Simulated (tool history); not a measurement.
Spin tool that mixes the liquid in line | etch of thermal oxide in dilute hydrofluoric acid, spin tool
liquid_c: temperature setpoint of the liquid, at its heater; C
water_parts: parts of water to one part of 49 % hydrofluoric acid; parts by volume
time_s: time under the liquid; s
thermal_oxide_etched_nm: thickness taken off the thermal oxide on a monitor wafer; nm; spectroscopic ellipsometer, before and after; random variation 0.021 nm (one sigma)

Run 1, day 0: liquid_c 23 C, water_parts 185 parts by volume, time_s 40 s. Result: thermal_oxide_etched_nm 0.94396 nm.
Run 2, day 0.238: liquid_c 23 C, water_parts 160 parts by volume, time_s 40 s. Result: thermal_oxide_etched_nm 1.1518 nm.
Run 3, day 0.492: liquid_c 24.5 C, water_parts 150 parts by volume, time_s 40 s. Result: thermal_oxide_etched_nm 1.324 nm.
Run 4, day 0.775: liquid_c 23 C, water_parts 150 parts by volume, time_s 40 s. Result: thermal_oxide_etched_nm 1.2222 nm.
Run 5, day 0.962: liquid_c 23 C, water_parts 200 parts by volume, time_s 40 s. Result: thermal_oxide_etched_nm 0.87698 nm.
Run 6, day 1.2: liquid_c 24.5 C, water_parts 180 parts by volume, time_s 40 s. Result: thermal_oxide_etched_nm 1.0506 nm.

The next listed run, before its measurement:
Run 7, day 1.45: liquid_c 28.5 C, water_parts 110 parts by volume, time_s 40 s. Result: thermal_oxide_etched_nm ?.

thermal_oxide_etched_nm: 2.154 nm

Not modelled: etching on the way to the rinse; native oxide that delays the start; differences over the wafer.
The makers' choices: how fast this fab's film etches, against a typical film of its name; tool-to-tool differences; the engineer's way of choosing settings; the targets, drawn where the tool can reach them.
